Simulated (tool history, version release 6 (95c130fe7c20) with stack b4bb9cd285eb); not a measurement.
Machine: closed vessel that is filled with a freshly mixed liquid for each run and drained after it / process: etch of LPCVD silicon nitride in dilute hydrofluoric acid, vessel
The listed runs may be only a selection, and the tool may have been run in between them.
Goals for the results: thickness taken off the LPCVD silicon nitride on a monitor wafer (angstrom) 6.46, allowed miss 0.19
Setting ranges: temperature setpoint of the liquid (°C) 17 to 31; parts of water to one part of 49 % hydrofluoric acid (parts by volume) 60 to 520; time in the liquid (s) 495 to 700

run  hour  temperature setpoint of the liquid (°C)  parts of water to one part of 49 % hydrofluoric acid (parts by volume)  time in the liquid (s)  thickness taken off the LPCVD silicon nitride on a monitor wafer (angstrom)
  1     0                                       23                                                                     290                     700                                                                       13.188
  2   7.8                                     19.5                                                                     290                     700                                                                       10.531
  3  13.9                                       17                                                                     290                     700                                                                       8.9908
  4    19                                       17                                                                     305                     700                                                                       8.5144
  5  21.8                                     19.5                                                                     305                     700                                                                       10.075
     25.2  -- hydrofluoric acid flow meter replaced
  6  25.2                                     19.5                                                                     240                     700                                                                       11.388
  7  28.8                                       19                                                                     275                     695                                                                       9.6351
  8  29.4                                     18.5                                                                     305                     685                                                                       8.3581
  9  29.9                                     18.5                                                                     310                     685                                                                       8.1488
 10  38.8                                     18.5                                                                     315                     685                                                                       8.0017
 11  46.1                                     18.5                                                                     315                     685                                                                       8.0716
 12  48.2                                     18.5                                                                     320                     685                                                                        7.986
 13  51.8                                     18.5                                                                     325                     685                                                                       7.9657
 14  54.7                                     18.5                                                                     330                     685                                                                       7.7178

Next run, 5 choices. One meets every target within its allowed miss, the rest don't. Which?
  A  57.6                                     18.5                                                                     295                     675                                                                            ?
  B  57.6                                     19.5                                                                     360                     585                                                                            ?
  C  57.6                                     18.5                                                                     290                     690                                                                            ?
  D  57.6                                     18.5                                                                     320                     640                                                                            ?
  E  57.6                                       20                                                                     290                     700                                                                            ?

move  thickness taken off the LPCVD silicon nitride on a monitor wafer (angstrom)
   A                                                                       8.6223
   B                                                                       6.5789
   C                                                                       8.9595
   D                                                                       7.5628
   E                                                                       10.008
A: the biggest miss grows against the last run
B: all results in spec
C: the biggest miss grows against the last run
D: nearer than the last run, and not there yet
E: the biggest miss grows against the last run
B is the move that brings every result within its allowed miss.
